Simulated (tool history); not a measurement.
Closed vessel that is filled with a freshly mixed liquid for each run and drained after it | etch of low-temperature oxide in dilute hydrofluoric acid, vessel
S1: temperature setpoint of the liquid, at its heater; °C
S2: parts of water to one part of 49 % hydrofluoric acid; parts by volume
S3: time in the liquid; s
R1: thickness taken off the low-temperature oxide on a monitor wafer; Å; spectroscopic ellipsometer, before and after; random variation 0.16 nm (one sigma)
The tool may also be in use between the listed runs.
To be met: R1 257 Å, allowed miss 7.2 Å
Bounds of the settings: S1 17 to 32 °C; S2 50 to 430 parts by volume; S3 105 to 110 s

run	day	S1	S2	S3	R1
1	0	24	240	105	124.03
2	0.279	24	165	105	198.41
3	0.65	24	250	105	120.05
4	0.796	24	250	105	119.35
5	1.121	24	280	105	102.67
6	1.208	26	280	105	110.24
7	1.288	27.5	250	105	134.28
8	1.325	28.5	225	105	160.71
9	1.692	32	150	105	299
10	1.746	31	150	105	286.8

4 next moves are on the table. One of them brings every result within its allowed miss. Which?
A	1.8	30.5	125	105	?
B	1.8	32	150	110	?
C	1.8	31	170	110	?
D	1.8	32	140	105	?

move	R1
A	348.05
B	309.83
C	257
D	321.28
A: further off than the last run
B: further off than the last run
C: meets every target
D: further off than the last run
Answer: C
